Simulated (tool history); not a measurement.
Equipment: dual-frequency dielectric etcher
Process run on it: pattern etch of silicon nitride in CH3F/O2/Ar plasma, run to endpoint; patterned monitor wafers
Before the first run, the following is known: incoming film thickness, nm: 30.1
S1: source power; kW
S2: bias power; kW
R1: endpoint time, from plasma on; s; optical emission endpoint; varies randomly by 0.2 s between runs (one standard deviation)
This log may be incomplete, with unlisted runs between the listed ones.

Run 1, day 0.000: S1 0.420 kW, S2 0.052 kW. Result: R1 54.868 s.
Run 2, day 0.338: S1 0.420 kW, S2 0.045 kW. Result: R1 57.152 s.
Run 3, day 0.408: S1 0.420 kW, S2 0.050 kW. Result: R1 55.834 s.
Run 4, day 0.429: S1 0.360 kW, S2 0.050 kW. Result: R1 58.136 s.
Run 5, day 0.575: S1 0.360 kW, S2 0.046 kW. Result: R1 59.647 s.
Run 6, day 0.942: S1 0.390 kW, S2 0.048 kW. Result: R1 56.997 s.
Run 7, day 1.150: S1 0.420 kW, S2 0.050 kW. Result: R1 56.106 s.

Expected results for the next run?
Run 8, day 1.504: S1 0.440 kW, S2 0.053 kW. Result: R1 ?.

{"run 8": {"R1": 53.981}}

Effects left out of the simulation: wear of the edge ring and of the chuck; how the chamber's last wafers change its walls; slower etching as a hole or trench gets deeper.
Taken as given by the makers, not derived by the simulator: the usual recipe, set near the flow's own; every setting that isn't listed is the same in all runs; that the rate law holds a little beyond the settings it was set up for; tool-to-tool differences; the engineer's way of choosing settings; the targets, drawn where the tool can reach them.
